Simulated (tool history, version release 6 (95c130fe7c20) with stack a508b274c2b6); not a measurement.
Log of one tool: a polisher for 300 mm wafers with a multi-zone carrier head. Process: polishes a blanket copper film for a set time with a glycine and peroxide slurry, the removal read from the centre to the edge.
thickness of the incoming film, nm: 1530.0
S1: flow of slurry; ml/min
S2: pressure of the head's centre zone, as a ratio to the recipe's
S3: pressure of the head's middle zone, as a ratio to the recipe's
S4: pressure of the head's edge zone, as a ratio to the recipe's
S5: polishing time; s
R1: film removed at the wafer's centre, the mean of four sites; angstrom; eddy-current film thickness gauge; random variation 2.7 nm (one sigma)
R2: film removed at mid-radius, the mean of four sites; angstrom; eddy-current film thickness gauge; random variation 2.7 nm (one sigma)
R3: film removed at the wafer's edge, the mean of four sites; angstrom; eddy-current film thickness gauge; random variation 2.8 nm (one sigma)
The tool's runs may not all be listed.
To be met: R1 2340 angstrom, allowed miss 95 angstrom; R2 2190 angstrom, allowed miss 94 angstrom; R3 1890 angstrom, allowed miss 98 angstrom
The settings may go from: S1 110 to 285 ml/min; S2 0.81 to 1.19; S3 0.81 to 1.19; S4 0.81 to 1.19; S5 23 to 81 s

run,hour,S1,S2,S3,S4,S5,R1,R2,R3
1,0,180,1,1,1,52,2489.7,2479,2360
2,8.5,180,0.95,1,1,52,2414.4,2577.8,2439.5
3,9.7,180,0.92,1,1,52,2357.7,2513.8,2428.6
4,18.6,175,0.96,1,0.96,50,2285.2,2467.9,2239.2
5,27.2,130,0.96,1,0.96,50,2175.6,2309.6,2155.6
6,32.4,130,1,1,0.96,50,2201.2,2269.7,2172.1
7,40.3,135,1.04,1,0.92,49,2223.7,2241.2,2080.1
8,42.4,140,1.08,1,0.89,48,2361.1,2253.2,2059.6
9,43.4,140,1.08,1,0.89,48,2329.5,2195.5,1998.7

4 next moves are on the table. One of them brings every result within its allowed miss. Which?
A,44.4,165,1.15,1.05,0.85,44,?,?,?
B,44.4,145,1.07,0.96,0.96,49,?,?,?
C,44.4,125,1.01,0.95,0.93,50,?,?,?
D,44.4,110,1.03,1.01,1.02,51,?,?,?

move,R1,R2,R3
A,2331.4,2213.5,1889.7
B,2369.5,2224.8,2160
C,2210.7,2169.8,2122.6
D,2195.5,2244,2183.7
A: meets every target
B: further off than the last run
C: further off than the last run
D: further off than the last run
The right move is A.

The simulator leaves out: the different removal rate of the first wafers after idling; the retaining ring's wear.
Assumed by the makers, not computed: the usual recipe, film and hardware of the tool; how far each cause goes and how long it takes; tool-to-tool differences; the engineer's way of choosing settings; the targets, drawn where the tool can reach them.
